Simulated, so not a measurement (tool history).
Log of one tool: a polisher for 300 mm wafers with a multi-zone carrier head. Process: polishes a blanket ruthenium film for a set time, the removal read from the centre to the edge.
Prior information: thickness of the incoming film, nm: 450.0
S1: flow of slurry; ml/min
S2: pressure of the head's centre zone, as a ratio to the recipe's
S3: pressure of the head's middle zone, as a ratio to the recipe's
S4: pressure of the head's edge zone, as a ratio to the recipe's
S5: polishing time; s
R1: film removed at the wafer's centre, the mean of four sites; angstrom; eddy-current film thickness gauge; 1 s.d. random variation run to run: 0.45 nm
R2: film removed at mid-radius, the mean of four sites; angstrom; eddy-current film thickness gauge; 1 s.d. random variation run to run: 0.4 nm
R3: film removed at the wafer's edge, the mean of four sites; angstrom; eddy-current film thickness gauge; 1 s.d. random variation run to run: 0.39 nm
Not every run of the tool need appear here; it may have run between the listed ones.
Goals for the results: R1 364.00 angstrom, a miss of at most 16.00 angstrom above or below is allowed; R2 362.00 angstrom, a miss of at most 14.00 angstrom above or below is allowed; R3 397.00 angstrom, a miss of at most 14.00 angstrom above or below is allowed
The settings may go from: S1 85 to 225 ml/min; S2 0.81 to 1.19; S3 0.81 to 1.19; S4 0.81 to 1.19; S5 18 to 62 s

run  hour   S1    S2    S3    S4  S5      R1      R2      R3
  1   0.0  145  1.00  1.00  1.00  40  297.55  290.60  297.39
  2   1.8  145  1.00  1.00  1.00  34  262.16  244.16  250.12
  3   4.3  150  1.00  1.00  1.04  37  280.96  270.14  282.54
  4  11.9  150  0.93  1.00  1.04  37  266.43  271.53  279.34
  5  15.2  155  0.95  1.00  1.07  39  279.36  283.26  303.31
  6  15.8  165  0.98  1.02  1.09  41  314.46  308.34  329.55
  7  18.2  200  0.96  1.05  1.19  45  342.02  360.57  376.95
  8  20.4  200  0.96  1.04  1.19  45  344.36  351.96  380.66

5 candidate next runs follow, results not yet known. Just one meets every target within its allowed miss. Identify it.
  A  22.6  220  0.95  0.99  1.16  48   ?   ?   ?
  B  22.6  220  1.13  0.93  1.14  45   ?   ?   ?
  C  22.6  220  0.95  1.19  1.12  44   ?   ?   ?
  D  22.6  150  0.91  1.05  1.19  48   ?   ?   ?
  E  22.6  195  1.08  1.09  1.16  44   ?   ?   ?

move      R1      R2      R3
   A  370.19  360.59  403.80
   B  400.51  320.55  375.47
   C  339.82  386.86  362.55
   D  337.81  360.25  394.02
   E  371.28  353.21  365.64
A: all results in spec
B: the result that was furthest off in the last run now lies on the other side of its target
C: moves away from the targets compared with the last run
D: moves away from the targets compared with the last run
E: corrects the largest miss of the last run, while another result sits out of spec
Answer: A

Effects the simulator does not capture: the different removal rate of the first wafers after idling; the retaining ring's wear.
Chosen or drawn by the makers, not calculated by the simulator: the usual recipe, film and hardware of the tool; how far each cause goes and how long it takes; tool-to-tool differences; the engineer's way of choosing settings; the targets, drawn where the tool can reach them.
